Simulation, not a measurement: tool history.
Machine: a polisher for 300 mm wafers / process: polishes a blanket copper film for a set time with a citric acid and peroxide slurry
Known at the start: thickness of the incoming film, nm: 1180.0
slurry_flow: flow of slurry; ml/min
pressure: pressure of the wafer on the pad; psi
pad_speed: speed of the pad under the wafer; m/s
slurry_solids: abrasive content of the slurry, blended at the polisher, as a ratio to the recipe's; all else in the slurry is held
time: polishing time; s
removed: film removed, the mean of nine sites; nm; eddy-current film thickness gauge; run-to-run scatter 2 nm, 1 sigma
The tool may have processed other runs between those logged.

{"run": 1, "hour": 0.0, "slurry_flow": 275, "pressure": 2.6, "pad_speed": 0.92, "slurry_solids": 1, "time": 45, "removed": 67.776}
{"run": 2, "hour": 2.5, "slurry_flow": 275, "pressure": 2.8, "pad_speed": 0.96, "slurry_solids": 1, "time": 45, "removed": 76.84}
{"run": 3, "hour": 7.4, "slurry_flow": 275, "pressure": 3, "pad_speed": 0.98, "slurry_solids": 1, "time": 45, "removed": 83.672}
{"run": 4, "hour": 11.4, "slurry_flow": 275, "pressure": 3.2, "pad_speed": 1, "slurry_solids": 1, "time": 45, "removed": 87.574}
{"run": 5, "hour": 15.0, "slurry_flow": 330, "pressure": 3.2, "pad_speed": 1, "slurry_solids": 1, "time": 45, "removed": 90.17}
{"run": 6, "hour": 19.3, "slurry_flow": 330, "pressure": 3.3, "pad_speed": 1.04, "slurry_solids": 1, "time": 45, "removed": 97.221}
{"run": 7, "hour": 26.3, "slurry_flow": 330, "pressure": 3.4, "pad_speed": 1.06, "slurry_solids": 1, "time": 45, "removed": 103.28}
{"run": 8, "hour": 32.5, "slurry_flow": 330, "pressure": 3.5, "pad_speed": 1.08, "slurry_solids": 1, "time": 45, "removed": 106.04}
{"run": 9, "hour": 40.4, "slurry_flow": 330, "pressure": 3.6, "pad_speed": 1.1, "slurry_solids": 1, "time": 45, "removed": 112.25}
{"run": 10, "hour": 47.2, "slurry_flow": 330, "pressure": 3.7, "pad_speed": 1.12, "slurry_solids": 1, "time": 45, "removed": 117.15}
{"run": 11, "hour": 53.6, "slurry_flow": 330, "pressure": 3.8, "pad_speed": 1.14, "slurry_solids": 1, "time": 45, "removed": 124.26}

Predict the results of run 12:
{"run": 12, "hour": 59.4, "slurry_flow": 330, "pressure": 3.9, "pad_speed": 1.18, "slurry_solids": 1, "time": 45, "removed": "?"}

removed: 130.37 nm
